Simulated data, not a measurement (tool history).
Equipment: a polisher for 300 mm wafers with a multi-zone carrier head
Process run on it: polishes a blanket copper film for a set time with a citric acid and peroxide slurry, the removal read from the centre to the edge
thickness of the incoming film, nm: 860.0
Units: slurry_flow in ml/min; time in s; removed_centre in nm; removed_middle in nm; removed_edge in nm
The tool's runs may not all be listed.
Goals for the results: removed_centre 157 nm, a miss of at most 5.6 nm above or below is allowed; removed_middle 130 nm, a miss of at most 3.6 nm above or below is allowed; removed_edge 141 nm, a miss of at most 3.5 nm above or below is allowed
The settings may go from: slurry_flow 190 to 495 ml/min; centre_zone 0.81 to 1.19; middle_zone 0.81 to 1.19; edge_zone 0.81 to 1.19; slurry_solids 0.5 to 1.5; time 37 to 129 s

Run 1, hour 0: slurry_flow 320 ml/min, centre_zone 1, middle_zone 1, edge_zone 1, slurry_solids 1, time 83 s. Result: removed_centre 155.13 nm, removed_middle 150.16 nm, removed_edge 142.84 nm.
Run 2, hour 8.9: slurry_flow 315 ml/min, centre_zone 1.01, middle_zone 0.98, edge_zone 1, slurry_solids 1, time 83 s. Result: removed_centre 159.38 nm, removed_middle 146.52 nm, removed_edge 141.67 nm.
Run 3, hour 14.1: slurry_flow 310 ml/min, centre_zone 1.01, middle_zone 0.96, edge_zone 1.01, slurry_solids 1, time 83 s. Result: removed_centre 157.68 nm, removed_middle 145.24 nm, removed_edge 145.27 nm.
Run 4, hour 20.2: slurry_flow 305 ml/min, centre_zone 1.01, middle_zone 0.94, edge_zone 1, slurry_solids 1, time 83 s. Result: removed_centre 156.12 nm, removed_middle 142.43 nm, removed_edge 140.47 nm.
At hour 27.4: centre zone pressure recalibrated.
Run 5, hour 27.4: slurry_flow 300 ml/min, centre_zone 1.01, middle_zone 0.92, edge_zone 1.01, slurry_solids 1, time 83 s. Result: removed_centre 144.15 nm, removed_middle 137.44 nm, removed_edge 142.01 nm.
Run 6, hour 34.8: slurry_flow 300 ml/min, centre_zone 1.01, middle_zone 0.92, edge_zone 1.01, slurry_solids 1, time 100 s. Result: removed_centre 174.84 nm, removed_middle 164.4 nm, removed_edge 170.81 nm.
Run 7, hour 37.4: slurry_flow 300 ml/min, centre_zone 1.02, middle_zone 0.9, edge_zone 1, slurry_solids 0.9, time 99 s. Result: removed_centre 168.38 nm, removed_middle 156.78 nm, removed_edge 164.72 nm.
Run 8, hour 40.5: slurry_flow 300 ml/min, centre_zone 1.04, middle_zone 0.88, edge_zone 0.99, slurry_solids 0.85, time 98 s. Result: removed_centre 167.09 nm, removed_middle 150.94 nm, removed_edge 160.18 nm.
Run 9, hour 48.2: slurry_flow 295 ml/min, centre_zone 1.05, middle_zone 0.87, edge_zone 0.98, slurry_solids 0.8, time 98 s. Result: removed_centre 163.54 nm, removed_middle 147.79 nm, removed_edge 155.6 nm.
Run 10, hour 56.7: slurry_flow 265 ml/min, centre_zone 1.13, middle_zone 0.81, edge_zone 0.97, slurry_solids 0.6, time 95 s. Result: removed_centre 159.54 nm, removed_middle 125.29 nm, removed_edge 141.57 nm.
Run 11, hour 62.6: slurry_flow 265 ml/min, centre_zone 1.13, middle_zone 0.82, edge_zone 0.97, slurry_solids 0.6, time 95 s. Result: removed_centre 162.68 nm, removed_middle 125.23 nm, removed_edge 141.99 nm.

Consider the 4 candidate settings below. Which is the only one whose results all fall within their allowed miss of target?
Run A, hour 68.5: slurry_flow 235 ml/min, centre_zone 1.18, middle_zone 0.84, edge_zone 0.93, slurry_solids 0.9, time 88 s. Result: removed_centre ?, removed_middle ?, removed_edge ?.
Run B, hour 68.5: slurry_flow 195 ml/min, centre_zone 1.15, middle_zone 0.86, edge_zone 1.08, slurry_solids 0.75, time 92 s. Result: removed_centre ?, removed_middle ?, removed_edge ?.
Run C, hour 68.5: slurry_flow 280 ml/min, centre_zone 1.14, middle_zone 0.81, edge_zone 1.01, slurry_solids 0.75, time 87 s. Result: removed_centre ?, removed_middle ?, removed_edge ?.
Run D, hour 68.5: slurry_flow 275 ml/min, centre_zone 1.11, middle_zone 0.84, edge_zone 0.94, slurry_solids 0.65, time 94 s. Result: removed_centre ?, removed_middle ?, removed_edge ?.

move  removed_centre  removed_middle  removed_edge
   A          168.57          128.18        139.31
   B          160.98           128.2        146.85
   C          157.79          120.15        138.89
   D          160.65          129.29        140.56
A: puts the biggest miss on target and leaves a different result outside tolerance
B: puts the biggest miss on target and leaves a different result outside tolerance
C: misses by more than the last run did
D: every result within its allowed miss
D is the move that brings every result within its allowed miss.

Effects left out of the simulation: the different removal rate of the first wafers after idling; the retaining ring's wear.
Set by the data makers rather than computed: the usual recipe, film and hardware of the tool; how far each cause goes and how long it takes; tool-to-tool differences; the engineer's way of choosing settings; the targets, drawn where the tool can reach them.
